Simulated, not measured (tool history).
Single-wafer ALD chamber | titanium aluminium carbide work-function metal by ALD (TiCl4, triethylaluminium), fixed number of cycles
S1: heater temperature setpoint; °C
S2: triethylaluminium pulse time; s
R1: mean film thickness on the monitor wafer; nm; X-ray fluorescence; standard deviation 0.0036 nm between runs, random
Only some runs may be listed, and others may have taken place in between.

run	hour	S1	S2	R1
1	0.0	280	13.53	1.9424
2	2.9	290	13.53	2.0326
3	9.8	290	15.77	2.0321
4	12.4	297	15.77	2.1010
# hour 18.3: thermocouple changed; heater temperature recalibrated
5	18.3	291	15.77	2.0056
6	25.4	291	18.17	1.9995
7	32.1	288	18.60	1.9718
8	37.9	276	15.42	1.8680
9	42.1	274	15.62	1.8463

Expected results for the next run?
10	44.7	272	15.80	?

Run 10 produced R1 1.8370 nm.

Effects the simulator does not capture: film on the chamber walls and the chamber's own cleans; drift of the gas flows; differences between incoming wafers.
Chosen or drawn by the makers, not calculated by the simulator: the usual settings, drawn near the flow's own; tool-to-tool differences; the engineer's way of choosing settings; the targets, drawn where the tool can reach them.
